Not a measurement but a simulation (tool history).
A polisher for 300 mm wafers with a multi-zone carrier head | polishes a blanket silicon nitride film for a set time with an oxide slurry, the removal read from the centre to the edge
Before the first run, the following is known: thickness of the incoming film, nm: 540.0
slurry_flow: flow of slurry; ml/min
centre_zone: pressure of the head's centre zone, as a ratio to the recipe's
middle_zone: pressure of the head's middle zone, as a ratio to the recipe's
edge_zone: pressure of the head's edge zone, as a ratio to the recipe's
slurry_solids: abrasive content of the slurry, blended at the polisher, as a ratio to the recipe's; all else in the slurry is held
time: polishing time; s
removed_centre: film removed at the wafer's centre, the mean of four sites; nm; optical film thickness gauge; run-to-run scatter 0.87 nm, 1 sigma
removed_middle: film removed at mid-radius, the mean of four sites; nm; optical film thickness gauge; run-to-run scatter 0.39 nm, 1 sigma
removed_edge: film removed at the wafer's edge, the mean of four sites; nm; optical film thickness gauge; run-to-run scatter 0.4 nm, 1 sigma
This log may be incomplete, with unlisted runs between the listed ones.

Run 1, hour 0: slurry_flow 310 ml/min, centre_zone 1, middle_zone 1, edge_zone 1, slurry_solids 1, time 38 s. Result: removed_centre 41.607 nm, removed_middle 41.324 nm, removed_edge 41.813 nm.
Run 2, hour 8.4: slurry_flow 280 ml/min, centre_zone 1, middle_zone 1, edge_zone 1, slurry_solids 1, time 38 s. Result: removed_centre 41.055 nm, removed_middle 41.51 nm, removed_edge 41.758 nm.
Run 3, hour 10.1: slurry_flow 280 ml/min, centre_zone 1, middle_zone 1, edge_zone 0.94, slurry_solids 1, time 38 s. Result: removed_centre 41.833 nm, removed_middle 42.008 nm, removed_edge 40.147 nm.
Run 4, hour 14.7: slurry_flow 280 ml/min, centre_zone 1, middle_zone 0.95, edge_zone 0.94, slurry_solids 1, time 38 s. Result: removed_centre 41.011 nm, removed_middle 40.056 nm, removed_edge 40.476 nm.
Run 5, hour 22.1: slurry_flow 280 ml/min, centre_zone 1, middle_zone 0.95, edge_zone 0.89, slurry_solids 1, time 38 s. Result: removed_centre 41.314 nm, removed_middle 40.395 nm, removed_edge 39.581 nm.
Run 6, hour 28.2: slurry_flow 290 ml/min, centre_zone 1.01, middle_zone 0.98, edge_zone 0.94, slurry_solids 1.1, time 39 s. Result: removed_centre 45.555 nm, removed_middle 44.066 nm, removed_edge 44.221 nm.

Estimate the outcome of run 7 from the log above:
Run 7, hour 33.5: slurry_flow 355 ml/min, centre_zone 1.07, middle_zone 1.08, edge_zone 1.04, slurry_solids 1.35, time 40 s. Result: removed_centre ?, removed_middle ?, removed_edge ?.

removed_centre: 53.808 nm
removed_middle: 54.978 nm
removed_edge: 52.357 nm

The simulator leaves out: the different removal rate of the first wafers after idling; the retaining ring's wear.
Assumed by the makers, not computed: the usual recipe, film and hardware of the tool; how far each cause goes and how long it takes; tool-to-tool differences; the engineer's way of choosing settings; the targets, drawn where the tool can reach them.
